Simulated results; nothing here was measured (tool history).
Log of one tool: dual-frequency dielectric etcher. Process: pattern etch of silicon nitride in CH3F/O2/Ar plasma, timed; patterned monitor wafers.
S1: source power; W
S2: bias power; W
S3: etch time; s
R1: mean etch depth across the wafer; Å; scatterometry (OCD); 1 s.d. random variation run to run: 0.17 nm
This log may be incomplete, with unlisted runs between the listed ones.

run  hour   S1  S2  S3      R1
  1     0  470  53  47  300.36
  2   1.6  450  52  47  289.19
  3   4.9  530  52  47  321.31
  4  10.1  530  52  47  315.77
  5  10.7  530  45  47   303.6
  6  19.6  530  40  47  291.19
  7  25.8  510  40  47  284.01

Run 8 has not been measured yet. What should we expect?
  8    30  500  40  47   ?

R1: 280.84 Å

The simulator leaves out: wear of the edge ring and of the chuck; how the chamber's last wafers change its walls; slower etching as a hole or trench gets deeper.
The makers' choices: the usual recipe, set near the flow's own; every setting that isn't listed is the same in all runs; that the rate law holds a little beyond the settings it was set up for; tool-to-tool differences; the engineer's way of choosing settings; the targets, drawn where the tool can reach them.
